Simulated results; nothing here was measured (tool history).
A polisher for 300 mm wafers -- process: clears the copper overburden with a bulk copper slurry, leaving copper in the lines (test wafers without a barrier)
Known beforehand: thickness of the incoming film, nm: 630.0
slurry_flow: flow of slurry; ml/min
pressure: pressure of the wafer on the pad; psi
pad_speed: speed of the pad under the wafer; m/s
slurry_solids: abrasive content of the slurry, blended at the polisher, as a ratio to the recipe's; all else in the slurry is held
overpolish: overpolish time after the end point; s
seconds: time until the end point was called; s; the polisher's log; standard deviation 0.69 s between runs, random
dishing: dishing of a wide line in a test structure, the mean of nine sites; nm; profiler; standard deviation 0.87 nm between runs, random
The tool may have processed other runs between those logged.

| run | hour | slurry_flow | pressure | pad_speed | slurry_solids | overpolish | seconds | dishing |
|---|---|---|---|---|---|---|---|---|
| 1 | 0.0 | 150 | 3.2 | 1.18 | 1.00 | 13 | 59.384 | 81.044 |
| 2 | 4.2 | 150 | 3.2 | 1.18 | 1.15 | 13 | 57.241 | 79.592 |
| 3 | 8.7 | 150 | 3.2 | 1.18 | 1.25 | 13 | 56.821 | 82.455 |
| 4 | 12.8 | 145 | 3.0 | 1.18 | 1.25 | 14 | 60.826 | 81.734 |
| 5 | 17.3 | 145 | 3.4 | 1.18 | 1.25 | 14 | 54.504 | 90.094 |
| 6 | 19.6 | 140 | 3.2 | 1.18 | 1.25 | 15 | 56.656 | 87.615 |

Forecast run 7:
| 7 | 21.4 | 140 | 3.0 | 1.18 | 1.25 | 16 | ? | ? |

For run 7 the tool returned seconds 61.331 s, dishing 88.101 nm.
